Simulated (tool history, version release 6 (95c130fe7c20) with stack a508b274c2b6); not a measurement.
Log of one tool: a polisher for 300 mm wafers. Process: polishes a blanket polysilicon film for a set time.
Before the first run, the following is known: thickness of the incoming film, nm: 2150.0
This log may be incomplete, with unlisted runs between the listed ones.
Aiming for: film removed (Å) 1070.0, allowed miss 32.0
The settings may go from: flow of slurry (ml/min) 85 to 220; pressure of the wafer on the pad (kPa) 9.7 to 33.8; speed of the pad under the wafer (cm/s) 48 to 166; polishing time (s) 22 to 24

| run | day | flow of slurry (ml/min) | pressure of the wafer on the pad (kPa) | speed of the pad under the wafer (cm/s) | polishing time (s) | film removed (Å) |
|---|---|---|---|---|---|---|
| 1 | 0.000 | 140 | 21.4 | 106 | 24 | 2031.6 |
| 2 | 0.346 | 135 | 19.3 | 104 | 24 | 1812.0 |
| 3 | 0.600 | 135 | 19.3 | 120 | 24 | 2087.7 |
| 4 | 0.738 | 130 | 17.9 | 116 | 24 | 1884.8 |
| 5 | 0.938 | 125 | 16.5 | 112 | 24 | 1653.1 |
| 6 | 0.996 | 120 | 15.2 | 112 | 24 | 1530.4 |
| 7 | 1.308 | 115 | 14.5 | 112 | 24 | 1407.5 |
| 8 | 1.350 | 110 | 13.8 | 112 | 24 | 1338.0 |
| 9 | 1.529 | 105 | 13.1 | 112 | 24 | 1288.3 |
| 10 | 1.729 | 100 | 12.4 | 112 | 24 | 1194.5 |
| 11 | 1.821 | 90 | 11.7 | 112 | 24 | 1115.7 |

4 candidate next runs follow, results not yet known. Just one meets every target within its allowed miss. Identify it.
| A | 1.912 | 85 | 11.0 | 118 | 22 | ? |
| B | 1.912 | 85 | 11.7 | 120 | 23 | ? |
| C | 1.912 | 110 | 12.4 | 112 | 22 | ? |
| D | 1.912 | 90 | 15.9 | 88 | 22 | ? |

| move | film removed (Å) |
|---|---|
| A | 1000.5 |
| B | 1125.9 |
| C | 1123.0 |
| D | 1077.6 |
A: takes the result that was furthest off past its target
B: its largest miss is bigger than the last run's
C: its largest miss is bigger than the last run's
D: in spec on every target
Go with D: it meets all targets.
